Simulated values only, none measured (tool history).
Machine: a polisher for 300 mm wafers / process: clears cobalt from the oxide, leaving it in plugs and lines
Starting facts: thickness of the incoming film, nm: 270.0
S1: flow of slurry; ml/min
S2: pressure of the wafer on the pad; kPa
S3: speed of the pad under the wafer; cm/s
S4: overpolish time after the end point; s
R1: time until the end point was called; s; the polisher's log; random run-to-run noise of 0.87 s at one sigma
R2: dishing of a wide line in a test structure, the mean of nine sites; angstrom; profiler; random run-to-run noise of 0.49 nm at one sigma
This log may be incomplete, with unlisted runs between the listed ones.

{"run": 1, "day": 0.0, "S1": 125, "S2": 13.1, "S3": 108, "S4": 14, "R1": 48.369, "R2": 381.55}
{"run": 2, "day": 0.079, "S1": 125, "S2": 13.1, "S3": 108, "S4": 20, "R1": 48.366, "R2": 457.46}
{"run": 3, "day": 0.333, "S1": 125, "S2": 13.1, "S3": 82, "S4": 20, "R1": 61.427, "R2": 422.32}
{"run": 4, "day": 0.671, "S1": 150, "S2": 13.1, "S3": 82, "S4": 20, "R1": 61.205, "R2": 405.48}
{"run": 5, "day": 1.029, "S1": 120, "S2": 13.1, "S3": 82, "S4": 20, "R1": 63.511, "R2": 401.15}
{"run": 6, "day": 1.346, "S1": 120, "S2": 13.1, "S3": 82, "S4": 18, "R1": 63.657, "R2": 379.11}

Predict the results of run 7:
{"run": 7, "day": 1.454, "S1": 120, "S2": 13.1, "S3": 82, "S4": 17, "R1": "?", "R2": "?"}

{"run 7": {"R1": 62.73, "R2": 388.89}}
